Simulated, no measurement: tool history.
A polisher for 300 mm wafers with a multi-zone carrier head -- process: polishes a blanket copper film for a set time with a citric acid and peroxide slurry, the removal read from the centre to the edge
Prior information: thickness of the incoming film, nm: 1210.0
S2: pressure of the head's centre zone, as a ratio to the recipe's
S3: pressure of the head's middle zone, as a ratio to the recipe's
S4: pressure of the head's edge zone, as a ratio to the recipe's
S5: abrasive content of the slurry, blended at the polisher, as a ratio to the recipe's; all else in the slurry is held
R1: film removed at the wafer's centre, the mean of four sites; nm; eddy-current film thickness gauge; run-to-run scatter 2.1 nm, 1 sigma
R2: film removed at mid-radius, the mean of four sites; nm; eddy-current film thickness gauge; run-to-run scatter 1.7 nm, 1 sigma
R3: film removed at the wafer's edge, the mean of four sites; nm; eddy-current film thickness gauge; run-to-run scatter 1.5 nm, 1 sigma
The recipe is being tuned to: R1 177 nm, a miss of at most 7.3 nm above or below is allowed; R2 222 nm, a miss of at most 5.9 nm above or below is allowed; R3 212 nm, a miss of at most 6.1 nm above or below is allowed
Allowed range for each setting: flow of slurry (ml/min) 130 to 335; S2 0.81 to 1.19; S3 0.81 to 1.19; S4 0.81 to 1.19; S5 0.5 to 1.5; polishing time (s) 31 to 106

run 1 hour=0 | flow_of_slurry_(ml/min)=215 S2=1 S3=1 S4=1 S5=1 polishing_time_(s)=68 | R1=168.91 R2=167.35 R3=166.12
run 2 hour=4.5 | flow_of_slurry_(ml/min)=225 S2=0.98 S3=1.03 S4=1.04 S5=1.1 polishing_time_(s)=68 | R1=165.18 R2=174.87 R3=176.26
run 3 hour=10.4 | flow_of_slurry_(ml/min)=235 S2=0.98 S3=1.06 S4=1.06 S5=1.15 polishing_time_(s)=68 | R1=170.44 R2=182.93 R3=175.89
run 4 hour=13.4 | flow_of_slurry_(ml/min)=235 S2=0.98 S3=1.03 S4=1.06 S5=1.15 polishing_time_(s)=68 | R1=170.16 R2=177.67 R3=177.62
run 5 hour=16.2 | flow_of_slurry_(ml/min)=235 S2=0.91 S3=1.03 S4=1.06 S5=1.15 polishing_time_(s)=68 | R1=161.61 R2=178.71 R3=178.05
run 6 hour=17.7 | flow_of_slurry_(ml/min)=235 S2=0.91 S3=1.09 S4=1.06 S5=1.15 polishing_time_(s)=68 | R1=160.57 R2=186.39 R3=177.26
run 7 hour=24.5 | flow_of_slurry_(ml/min)=240 S2=0.9 S3=1.1 S4=1.08 S5=1.2 polishing_time_(s)=69 | R1=163.29 R2=192 R3=182.99
run 8 hour=32.9 | flow_of_slurry_(ml/min)=245 S2=0.89 S3=1.11 S4=1.1 S5=1.25 polishing_time_(s)=70 | R1=163.68 R2=198.87 R3=187.06
run 9 hour=41.7 | flow_of_slurry_(ml/min)=250 S2=0.89 S3=1.11 S4=1.11 S5=1.3 polishing_time_(s)=71 | R1=164.29 R2=204.14 R3=195.3
run 10 hour=47.9 | flow_of_slurry_(ml/min)=255 S2=0.9 S3=1.12 S4=1.12 S5=1.35 polishing_time_(s)=71 | R1=174.74 R2=206.61 R3=196.02
run 11 hour=51 | flow_of_slurry_(ml/min)=260 S2=0.89 S3=1.13 S4=1.13 S5=1.4 polishing_time_(s)=71 | R1=171.1 R2=212.31 R3=199.73
run 12 hour=55.7 | flow_of_slurry_(ml/min)=265 S2=0.89 S3=1.13 S4=1.14 S5=1.4 polishing_time_(s)=71 | R1=177.2 R2=215.62 R3=202.35
run 13 hour=58.3 | flow_of_slurry_(ml/min)=265 S2=0.88 S3=1.13 S4=1.15 S5=1.4 polishing_time_(s)=71 | R1=171.88 R2=211.42 R3=204.34
run 14 hour=65.3 | flow_of_slurry_(ml/min)=270 S2=0.88 S3=1.14 S4=1.15 S5=1.4 polishing_time_(s)=71 | R1=172.93 R2=215.39 R3=201.93
run 15 hour=71.8 | flow_of_slurry_(ml/min)=270 S2=0.88 S3=1.14 S4=1.15 S5=1.4 polishing_time_(s)=71 | R1=175.35 R2=211.07 R3=201.82

Next run, 4 choices. One meets every target within its allowed miss, the rest don't. Which?
run A hour=78.3 | flow_of_slurry_(ml/min)=240 S2=0.88 S3=1.13 S4=1.17 S5=1.5 polishing_time_(s)=73 | R1=? R2=? R3=?
run B hour=78.3 | flow_of_slurry_(ml/min)=245 S2=0.81 S3=1.12 S4=1.17 S5=1.45 polishing_time_(s)=74 | R1=? R2=? R3=?
run C hour=78.3 | flow_of_slurry_(ml/min)=275 S2=0.87 S3=1.18 S4=1.13 S5=1.4 polishing_time_(s)=71 | R1=? R2=? R3=?
run D hour=78.3 | flow_of_slurry_(ml/min)=275 S2=0.91 S3=1.17 S4=1.1 S5=1.5 polishing_time_(s)=70 | R1=? R2=? R3=?

move=A R1=175.16 R2=219.13 R3=208.79
move=B R1=162.42 R2=219.43 R3=210.34
move=C R1=168.67 R2=220.42 R3=199.6
move=D R1=176.99 R2=219.53 R3=198.33
A: in spec on every target
B: gets the furthest-off result to its target, but another result is out of tolerance
C: gets the furthest-off result to its target, but another result is out of tolerance
D: gets the furthest-off result to its target, but another result is out of tolerance
Correct choice: A, which meets every target

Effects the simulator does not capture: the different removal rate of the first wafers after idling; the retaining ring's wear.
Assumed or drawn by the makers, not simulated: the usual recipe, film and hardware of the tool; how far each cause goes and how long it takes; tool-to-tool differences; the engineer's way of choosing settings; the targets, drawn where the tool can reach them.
